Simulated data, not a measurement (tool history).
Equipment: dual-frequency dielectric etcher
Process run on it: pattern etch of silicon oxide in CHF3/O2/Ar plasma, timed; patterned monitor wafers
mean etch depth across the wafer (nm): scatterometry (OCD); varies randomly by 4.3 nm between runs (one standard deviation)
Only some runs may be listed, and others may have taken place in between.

run	day	source power (kW)	bias power (kW)	etch time (s)	mean etch depth across the wafer (nm)
1	0.000	0.870	0.134	582	1155.20
2	0.150	0.820	0.131	582	1102.50
3	0.521	0.820	0.115	582	1070.00
4	0.833	0.910	0.115	582	1126.90
5	1.146	0.870	0.114	582	1102.60
6	1.408	0.830	0.113	582	1072.30
7	1.550	0.650	0.109	582	928.57

Estimate the outcome of run 8 from the log above:
8	1.833	0.660	0.109	582	?

mean etch depth across the wafer (nm): 943.09
